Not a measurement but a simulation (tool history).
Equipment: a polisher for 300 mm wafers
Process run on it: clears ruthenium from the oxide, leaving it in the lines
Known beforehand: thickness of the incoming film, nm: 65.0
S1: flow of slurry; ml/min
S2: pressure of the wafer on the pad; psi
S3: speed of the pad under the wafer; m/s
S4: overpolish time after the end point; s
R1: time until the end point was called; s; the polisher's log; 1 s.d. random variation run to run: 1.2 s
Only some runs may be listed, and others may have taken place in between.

| run | day | S1 | S2 | S3 | S4 | R1 |
|---|---|---|---|---|---|---|
| 1 | 0 | 285 | 1.8 | 0.8 | 6 | 98.248 |
| 2 | 0.075 | 285 | 2.2 | 0.8 | 6 | 81.954 |
| 3 | 0.188 | 245 | 2.2 | 0.8 | 6 | 83.777 |
| 4 | 0.317 | 245 | 2.2 | 0.8 | 6 | 82.929 |
| 5 | 0.408 | 190 | 2.2 | 0.8 | 6 | 85.43 |
| 6 | 0.55 | 190 | 2.2 | 0.6 | 6 | 112.92 |

Run 7, settings as shown, results not yet in. Your forecast:
| 7 | 0.783 | 190 | 2.2 | 0.6 | 6 | ? |

Run 7 measured R1 114.2 s.
